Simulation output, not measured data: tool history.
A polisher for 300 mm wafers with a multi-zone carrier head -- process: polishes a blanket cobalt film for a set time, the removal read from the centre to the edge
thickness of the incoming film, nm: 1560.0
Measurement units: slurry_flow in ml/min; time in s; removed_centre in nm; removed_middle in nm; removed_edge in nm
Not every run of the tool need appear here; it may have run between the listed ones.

run  hour  slurry_flow  centre_zone  middle_zone  edge_zone  time  removed_centre  removed_middle  removed_edge
  1   0.0          275         1.00         1.00       1.00    82          523.05          518.33        518.17
  2   0.8          275         1.00         1.00       0.94    82          519.04          520.05        504.01
  3   2.0          270         1.00         0.98       0.93    78          490.47          474.64        478.74
  4  10.2          270         1.00         0.98       1.00    78          496.19          488.66        499.47
  5  16.8          275         1.00         0.97       0.98    74          464.36          455.03        471.64
  6  17.9          275         1.00         1.03       0.98    74          469.43          484.75        461.18
  7  25.2          275         1.01         1.01       0.96    71          452.00          449.95        440.38
  8  27.3          275         1.01         0.99       0.94    69          441.22          429.92        424.55
  9  31.8          275         1.01         0.97       0.93    67          428.57          409.34        414.00
 10  37.7          275         1.01         0.96       0.92    65          413.71          399.75        395.72
 11  38.8          270         1.01         0.94       0.91    64          405.04          387.51        391.26
 12  45.5          270         1.01         0.92       0.90    63          401.78          375.32        383.16
 13  47.5          265         1.01         0.90       0.90    62          392.43          359.41        376.16

Estimate the outcome of run 14 from the log above:
 14  53.1          260         1.01         0.89       0.89    62               ?               ?             ?

removed_centre: 392.15 nm
removed_middle: 359.11 nm
removed_edge: 374.53 nm
